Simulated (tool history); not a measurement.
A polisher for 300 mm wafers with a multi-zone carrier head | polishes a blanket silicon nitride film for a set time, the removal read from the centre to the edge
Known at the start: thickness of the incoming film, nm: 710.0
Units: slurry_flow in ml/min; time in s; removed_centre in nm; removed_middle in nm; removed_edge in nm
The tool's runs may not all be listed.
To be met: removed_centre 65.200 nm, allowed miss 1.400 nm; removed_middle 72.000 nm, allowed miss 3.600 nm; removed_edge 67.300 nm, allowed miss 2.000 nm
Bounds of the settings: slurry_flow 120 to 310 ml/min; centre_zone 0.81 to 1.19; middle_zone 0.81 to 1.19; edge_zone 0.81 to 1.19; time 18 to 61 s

run 1 hour=0.0 | slurry_flow=200 centre_zone=1.00 middle_zone=1.00 edge_zone=1.00 time=39 | removed_centre=81.296 removed_middle=82.092 removed_edge=81.749
run 2 hour=1.9 | slurry_flow=195 centre_zone=0.99 middle_zone=1.00 edge_zone=0.98 time=39 | removed_centre=79.477 removed_middle=80.215 removed_edge=79.934
run 3 hour=4.1 | slurry_flow=195 centre_zone=0.99 middle_zone=1.00 edge_zone=0.90 time=39 | removed_centre=79.322 removed_middle=80.018 removed_edge=75.580
run 4 hour=9.7 | slurry_flow=190 centre_zone=0.98 middle_zone=1.00 edge_zone=0.89 time=39 | removed_centre=78.586 removed_middle=80.161 removed_edge=76.492
run 5 hour=12.8 | slurry_flow=190 centre_zone=0.98 middle_zone=1.00 edge_zone=0.89 time=32 | removed_centre=64.386 removed_middle=65.093 removed_edge=63.172
run 6 hour=13.8 | slurry_flow=190 centre_zone=0.91 middle_zone=1.00 edge_zone=0.89 time=32 | removed_centre=61.231 removed_middle=66.474 removed_edge=61.829
run 7 hour=15.5 | slurry_flow=195 centre_zone=0.91 middle_zone=1.00 edge_zone=0.90 time=32 | removed_centre=61.483 removed_middle=66.821 removed_edge=62.632
run 8 hour=20.9 | slurry_flow=200 centre_zone=0.91 middle_zone=1.00 edge_zone=0.91 time=32 | removed_centre=62.043 removed_middle=65.690 removed_edge=63.464
run 9 hour=28.1 | slurry_flow=205 centre_zone=0.91 middle_zone=1.01 edge_zone=0.92 time=32 | removed_centre=61.845 removed_middle=69.417 removed_edge=64.014
run 10 hour=31.5 | slurry_flow=210 centre_zone=0.91 middle_zone=1.01 edge_zone=0.92 time=32 | removed_centre=62.024 removed_middle=68.082 removed_edge=63.225
-- hour=34.2 worn pad replaced by a new one
run 11 hour=34.2 | slurry_flow=210 centre_zone=0.91 middle_zone=1.01 edge_zone=0.93 time=32 | removed_centre=67.469 removed_middle=71.778 removed_edge=69.495

5 next moves are on the table. One of them brings every result within its allowed miss. Which?
run A hour=36.9 | slurry_flow=205 centre_zone=0.92 middle_zone=1.04 edge_zone=0.94 time=31 | removed_centre=? removed_middle=? removed_edge=?
run B hour=36.9 | slurry_flow=215 centre_zone=0.94 middle_zone=0.99 edge_zone=1.02 time=32 | removed_centre=? removed_middle=? removed_edge=?
run C hour=36.9 | slurry_flow=155 centre_zone=1.08 middle_zone=1.02 edge_zone=1.03 time=31 | removed_centre=? removed_middle=? removed_edge=?
run D hour=36.9 | slurry_flow=235 centre_zone=0.92 middle_zone=0.98 edge_zone=1.00 time=32 | removed_centre=? removed_middle=? removed_edge=?
run E hour=36.9 | slurry_flow=310 centre_zone=0.84 middle_zone=0.94 edge_zone=1.04 time=31 | removed_centre=? removed_middle=? removed_edge=?

move=A removed_centre=65.573 removed_middle=71.747 removed_edge=68.615
move=B removed_centre=69.108 removed_middle=71.465 removed_edge=74.040
move=C removed_centre=69.752 removed_middle=67.646 removed_edge=69.543
move=D removed_centre=68.957 removed_middle=71.642 removed_edge=73.945
move=E removed_centre=65.012 removed_middle=69.013 removed_edge=74.688
A: meets every target
B: further off than the last run
C: further off than the last run
D: further off than the last run
E: brings the result that was furthest off to its target, and leaves another outside
Move A is the one to make.
